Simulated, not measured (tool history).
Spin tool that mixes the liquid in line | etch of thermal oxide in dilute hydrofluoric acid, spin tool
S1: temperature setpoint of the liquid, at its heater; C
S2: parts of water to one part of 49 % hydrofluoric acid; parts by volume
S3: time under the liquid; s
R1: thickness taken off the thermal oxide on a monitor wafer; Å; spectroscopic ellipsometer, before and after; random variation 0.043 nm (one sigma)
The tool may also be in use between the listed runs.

run 1 day=0.000 | S1=23.0 S2=65 S3=95 | R1=65.114
run 2 day=0.138 | S1=24.0 S2=65 S3=95 | R1=68.322
run 3 day=0.442 | S1=25.0 S2=65 S3=95 | R1=70.701
run 4 day=0.779 | S1=28.0 S2=65 S3=95 | R1=79.949
run 5 day=0.808 | S1=28.5 S2=65 S3=95 | R1=81.454
run 6 day=0.838 | S1=28.5 S2=65 S3=75 | R1=63.768

The next listed run, before its measurement:
run 7 day=1.067 | S1=29.0 S2=60 S3=75 | R1=?

{"run 7": {"R1": 72.26}}
